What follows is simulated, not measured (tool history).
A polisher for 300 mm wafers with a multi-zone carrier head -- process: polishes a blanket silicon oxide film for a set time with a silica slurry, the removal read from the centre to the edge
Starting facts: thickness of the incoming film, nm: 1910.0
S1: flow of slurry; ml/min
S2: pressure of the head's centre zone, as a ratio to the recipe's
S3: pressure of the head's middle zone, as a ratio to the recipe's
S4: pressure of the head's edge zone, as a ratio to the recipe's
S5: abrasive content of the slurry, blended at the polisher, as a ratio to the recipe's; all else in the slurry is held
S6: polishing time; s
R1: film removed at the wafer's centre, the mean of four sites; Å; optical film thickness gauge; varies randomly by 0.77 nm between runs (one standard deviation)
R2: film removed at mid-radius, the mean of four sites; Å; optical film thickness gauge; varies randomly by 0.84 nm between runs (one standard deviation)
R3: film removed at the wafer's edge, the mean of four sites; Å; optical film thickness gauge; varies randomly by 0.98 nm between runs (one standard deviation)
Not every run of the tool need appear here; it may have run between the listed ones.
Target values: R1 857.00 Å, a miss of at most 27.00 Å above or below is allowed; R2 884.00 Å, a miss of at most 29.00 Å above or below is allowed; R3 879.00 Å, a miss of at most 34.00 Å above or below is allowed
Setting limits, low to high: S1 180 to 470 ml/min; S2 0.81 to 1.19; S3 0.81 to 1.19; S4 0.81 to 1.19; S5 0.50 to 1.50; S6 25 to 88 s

run 1 day=0.000 | S1=300 S2=1.00 S3=1.00 S4=1.00 S5=1.00 S6=56 | R1=1242.70 R2=1187.80 R3=1209.10
run 2 day=0.312 | S1=300 S2=0.98 S3=0.99 S4=0.97 S5=0.90 S6=56 | R1=1143.20 R2=1092.00 R3=1151.20
run 3 day=0.596 | S1=300 S2=1.05 S3=0.99 S4=0.97 S5=0.90 S6=56 | R1=1246.20 R2=1113.80 R3=1133.90
run 4 day=0.725 | S1=300 S2=1.03 S3=1.01 S4=0.95 S5=0.80 S6=55 | R1=1105.90 R2=1029.30 R3=1030.10
run 5 day=0.954 | S1=300 S2=1.03 S3=0.96 S4=0.95 S5=0.80 S6=55 | R1=1098.40 R2=996.12 R3=1036.40
run 6 day=1.058 | S1=300 S2=1.03 S3=0.96 S4=1.01 S5=0.80 S6=55 | R1=1093.40 R2=985.65 R3=1066.10
run 7 day=1.279 | S1=300 S2=1.01 S3=0.97 S4=0.98 S5=0.75 S6=55 | R1=1042.70 R2=967.52 R3=1002.30
run 8 day=1.558 | S1=295 S2=0.99 S3=0.97 S4=0.96 S5=0.70 S6=55 | R1=996.83 R2=912.84 R3=947.44
run 9 day=1.875 | S1=290 S2=0.96 S3=0.98 S4=0.96 S5=0.70 S6=55 | R1=959.38 R2=928.42 R3=955.62

5 next moves are on the table. One of them brings every result within its allowed miss. Which?
run A day=2.192 | S1=285 S2=1.08 S3=0.93 S4=0.93 S5=0.65 S6=57 | R1=? R2=? R3=?
run B day=2.192 | S1=280 S2=1.02 S3=1.04 S4=0.99 S5=0.70 S6=50 | R1=? R2=? R3=?
run C day=2.192 | S1=315 S2=1.19 S3=1.01 S4=0.81 S5=0.60 S6=57 | R1=? R2=? R3=?
run D day=2.192 | S1=265 S2=0.92 S3=1.01 S4=0.92 S5=0.65 S6=54 | R1=? R2=? R3=?
run E day=2.192 | S1=325 S2=1.05 S3=0.92 S4=1.08 S5=0.55 S6=67 | R1=? R2=? R3=?

move=A R1=1031.50 R2=854.54 R3=943.79
move=B R1=902.10 R2=863.74 R3=892.54
move=C R1=1076.60 R2=874.30 R3=845.44
move=D R1=840.63 R2=861.44 R3=883.46
move=E R1=1062.90 R2=893.68 R3=1065.50
A: lands further from the targets than the last run did
B: nearer the targets than the last run, but a result is still out of spec
C: lands further from the targets than the last run did
D: all results in spec
E: lands further from the targets than the last run did
D meets every target.
